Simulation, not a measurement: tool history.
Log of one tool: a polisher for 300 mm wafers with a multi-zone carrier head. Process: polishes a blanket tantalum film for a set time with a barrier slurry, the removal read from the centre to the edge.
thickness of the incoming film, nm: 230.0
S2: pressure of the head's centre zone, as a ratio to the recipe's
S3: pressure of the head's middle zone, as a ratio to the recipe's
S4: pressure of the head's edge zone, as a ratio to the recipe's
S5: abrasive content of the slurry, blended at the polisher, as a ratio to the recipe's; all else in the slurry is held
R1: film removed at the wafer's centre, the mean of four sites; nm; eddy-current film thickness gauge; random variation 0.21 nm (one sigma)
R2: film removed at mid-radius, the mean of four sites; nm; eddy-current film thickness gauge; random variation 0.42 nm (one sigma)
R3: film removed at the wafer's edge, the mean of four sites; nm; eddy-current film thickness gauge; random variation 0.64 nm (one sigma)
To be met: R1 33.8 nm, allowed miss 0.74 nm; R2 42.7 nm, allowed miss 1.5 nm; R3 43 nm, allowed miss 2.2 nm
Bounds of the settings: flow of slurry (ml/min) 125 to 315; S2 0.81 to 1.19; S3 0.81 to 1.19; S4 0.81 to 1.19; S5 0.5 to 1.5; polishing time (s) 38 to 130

{"run": 1, "day": 0.0, "flow of slurry (ml/min)": 205, "S2": 1, "S3": 1, "S4": 1, "S5": 1, "polishing time (s)": 84, "R1": 56.009, "R2": 58.095, "R3": 57.054}
{"run": 2, "day": 0.033, "flow of slurry (ml/min)": 205, "S2": 1, "S3": 1, "S4": 1, "S5": 1, "polishing time (s)": 74, "R1": 48.5, "R2": 51.489, "R3": 50.671}
{"run": 3, "day": 0.25, "flow of slurry (ml/min)": 205, "S2": 1, "S3": 1, "S4": 1, "S5": 1, "polishing time (s)": 63, "R1": 42.028, "R2": 42.721, "R3": 42.405}
{"run": 4, "day": 0.488, "flow of slurry (ml/min)": 190, "S2": 0.96, "S3": 1.01, "S4": 1.02, "S5": 1, "polishing time (s)": 63, "R1": 39.615, "R2": 42.906, "R3": 42.872}
{"run": 5, "day": 0.629, "flow of slurry (ml/min)": 165, "S2": 0.96, "S3": 1.01, "S4": 1.02, "S5": 1, "polishing time (s)": 63, "R1": 38.505, "R2": 41.335, "R3": 41.512}
{"run": 6, "day": 0.771, "flow of slurry (ml/min)": 165, "S2": 0.96, "S3": 1.01, "S4": 1.02, "S5": 0.9, "polishing time (s)": 63, "R1": 37.628, "R2": 40.555, "R3": 40.361}
{"run": 7, "day": 0.979, "flow of slurry (ml/min)": 155, "S2": 0.94, "S3": 1.03, "S4": 1.05, "S5": 0.95, "polishing time (s)": 63, "R1": 36.563, "R2": 41.49, "R3": 41.867}
{"run": 8, "day": 1.338, "flow of slurry (ml/min)": 150, "S2": 0.93, "S3": 1.04, "S4": 1.06, "S5": 0.95, "polishing time (s)": 63, "R1": 36.422, "R2": 41, "R3": 41.13}
{"run": 9, "day": 1.375, "flow of slurry (ml/min)": 145, "S2": 0.91, "S3": 1.06, "S4": 1.08, "S5": 1, "polishing time (s)": 63, "R1": 35.49, "R2": 42.388, "R3": 41.977}
{"run": 10, "day": 1.529, "flow of slurry (ml/min)": 140, "S2": 0.9, "S3": 1.06, "S4": 1.09, "S5": 1, "polishing time (s)": 63, "R1": 35.063, "R2": 43.031, "R3": 41.771}
{"run": 11, "day": 1.833, "flow of slurry (ml/min)": 135, "S2": 0.89, "S3": 1.06, "S4": 1.11, "S5": 1, "polishing time (s)": 63, "R1": 34.239, "R2": 41.578, "R3": 42.676}

4 next moves are on the table. One of them brings every result within its allowed miss. Which?
{"run": "A", "day": 2.138, "flow of slurry (ml/min)": 125, "S2": 0.85, "S3": 1.07, "S4": 1.09, "S5": 1, "polishing time (s)": 65, "R1": "?", "R2": "?", "R3": "?"}
{"run": "B", "day": 2.138, "flow of slurry (ml/min)": 125, "S2": 0.89, "S3": 0.98, "S4": 1.18, "S5": 0.85, "polishing time (s)": 66, "R1": "?", "R2": "?", "R3": "?"}
{"run": "C", "day": 2.138, "flow of slurry (ml/min)": 160, "S2": 0.85, "S3": 0.96, "S4": 1.09, "S5": 0.7, "polishing time (s)": 71, "R1": "?", "R2": "?", "R3": "?"}
{"run": "D", "day": 2.138, "flow of slurry (ml/min)": 145, "S2": 0.87, "S3": 0.99, "S4": 1.16, "S5": 1.1, "polishing time (s)": 62, "R1": "?", "R2": "?", "R3": "?"}

move=A R1=33.668 R2=42.934 R3=43.26
move=B R1=33.893 R2=38.637 R3=43.749
move=C R1=35.351 R2=40.831 R3=44.375
move=D R1=35.032 R2=40.832 R3=44.909
A: meets every target
B: further off than the last run
C: further off than the last run
D: further off than the last run
Answer: A

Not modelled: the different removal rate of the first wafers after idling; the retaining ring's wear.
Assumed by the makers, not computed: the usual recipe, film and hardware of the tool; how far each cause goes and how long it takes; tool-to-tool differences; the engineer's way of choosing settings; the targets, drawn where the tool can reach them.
